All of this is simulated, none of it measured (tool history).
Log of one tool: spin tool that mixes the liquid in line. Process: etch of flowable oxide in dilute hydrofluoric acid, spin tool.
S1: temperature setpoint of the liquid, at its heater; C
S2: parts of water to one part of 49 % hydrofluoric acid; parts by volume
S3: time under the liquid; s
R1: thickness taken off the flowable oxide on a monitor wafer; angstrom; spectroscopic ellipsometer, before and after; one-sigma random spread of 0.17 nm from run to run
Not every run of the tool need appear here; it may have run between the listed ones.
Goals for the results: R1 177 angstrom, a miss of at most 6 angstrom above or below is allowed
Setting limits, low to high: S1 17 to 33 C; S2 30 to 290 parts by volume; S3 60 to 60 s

run 1 hour=0 | S1=25 S2=160 S3=60 | R1=93.071
run 2 hour=7.4 | S1=26 S2=150 S3=60 | R1=105.78
run 3 hour=10.4 | S1=24.5 S2=150 S3=60 | R1=100.22
run 4 hour=14.7 | S1=25.5 S2=145 S3=60 | R1=107.13
run 5 hour=20 | S1=26.5 S2=140 S3=60 | R1=117.9
run 6 hour=27.3 | S1=27.5 S2=135 S3=60 | R1=125.36
run 7 hour=28.3 | S1=28.5 S2=130 S3=60 | R1=137.35
run 8 hour=37.2 | S1=29 S2=130 S3=60 | R1=140.41

Exactly one of the 5 candidate moves below puts every result within its allowed miss. Which one?
run A hour=46.1 | S1=29.5 S2=140 S3=60 | R1=?
run B hour=46.1 | S1=29.5 S2=115 S3=60 | R1=?
run C hour=46.1 | S1=28 S2=110 S3=60 | R1=?
run D hour=46.1 | S1=30.5 S2=115 S3=60 | R1=?
run E hour=46.1 | S1=27.5 S2=100 S3=60 | R1=?

move=A R1=129.64
move=B R1=163.19
move=C R1=162.35
move=D R1=169.34
move=E R1=177.57
A: further off than the last run
B: closer than the last run, but not yet in spec
C: closer than the last run, but not yet in spec
D: closer than the last run, but not yet in spec
E: each result inside its tolerance
Answer: E

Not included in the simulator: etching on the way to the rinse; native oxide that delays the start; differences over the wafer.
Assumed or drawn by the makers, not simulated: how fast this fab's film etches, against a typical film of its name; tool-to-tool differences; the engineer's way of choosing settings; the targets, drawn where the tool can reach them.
